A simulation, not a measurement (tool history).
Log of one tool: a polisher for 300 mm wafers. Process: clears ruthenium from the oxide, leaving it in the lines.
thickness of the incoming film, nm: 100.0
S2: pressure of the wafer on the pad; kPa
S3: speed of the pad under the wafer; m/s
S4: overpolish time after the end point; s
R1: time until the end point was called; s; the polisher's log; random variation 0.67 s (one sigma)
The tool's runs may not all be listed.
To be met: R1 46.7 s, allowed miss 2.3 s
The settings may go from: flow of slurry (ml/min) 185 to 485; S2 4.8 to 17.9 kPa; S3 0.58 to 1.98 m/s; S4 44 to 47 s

Run 1, hour 0: flow of slurry (ml/min) 310, S2 11 kPa, S3 1.28 m/s, S4 44 s. Result: R1 68.631 s.
Run 2, hour 5.6: flow of slurry (ml/min) 310, S2 8.3 kPa, S3 1.28 m/s, S4 44 s. Result: R1 90.617 s.
Run 3, hour 9.4: flow of slurry (ml/min) 310, S2 10.3 kPa, S3 1.3 m/s, S4 44 s. Result: R1 73.022 s.
Run 4, hour 11.9: flow of slurry (ml/min) 310, S2 10.3 kPa, S3 1.3 m/s, S4 47 s. Result: R1 70.073 s.
Run 5, hour 13.4: flow of slurry (ml/min) 310, S2 11.7 kPa, S3 1.3 m/s, S4 47 s. Result: R1 63.823 s.
Run 6, hour 19.8: flow of slurry (ml/min) 380, S2 11.7 kPa, S3 1.3 m/s, S4 47 s. Result: R1 63.447 s.
Run 7, hour 20.6: flow of slurry (ml/min) 380, S2 12.4 kPa, S3 1.3 m/s, S4 47 s. Result: R1 58.436 s.
Run 8, hour 24.2: flow of slurry (ml/min) 380, S2 13.1 kPa, S3 1.3 m/s, S4 47 s. Result: R1 58.656 s.
Run 9, hour 25.2: flow of slurry (ml/min) 380, S2 13.8 kPa, S3 1.32 m/s, S4 47 s. Result: R1 54.821 s.

5 next moves are on the table. One of them brings every result within its allowed miss. Which?
Run A, hour 26.2: flow of slurry (ml/min) 390, S2 13.8 kPa, S3 1.68 m/s, S4 45 s. Result: R1 ?.
Run B, hour 26.2: flow of slurry (ml/min) 375, S2 13.1 kPa, S3 1.2 m/s, S4 46 s. Result: R1 ?.
Run C, hour 26.2: flow of slurry (ml/min) 395, S2 15.2 kPa, S3 1.54 m/s, S4 47 s. Result: R1 ?.
Run D, hour 26.2: flow of slurry (ml/min) 290, S2 15.9 kPa, S3 1.54 m/s, S4 47 s. Result: R1 ?.
Run E, hour 26.2: flow of slurry (ml/min) 430, S2 15.2 kPa, S3 1.38 m/s, S4 47 s. Result: R1 ?.

move      R1
   A  42.083
   B  61.496
   C  41.712
   D  40.596
   E  46.218
A: takes the result that was furthest off past its target
B: further off than the last run
C: takes the result that was furthest off past its target
D: takes the result that was furthest off past its target
E: meets every target
Answer: E
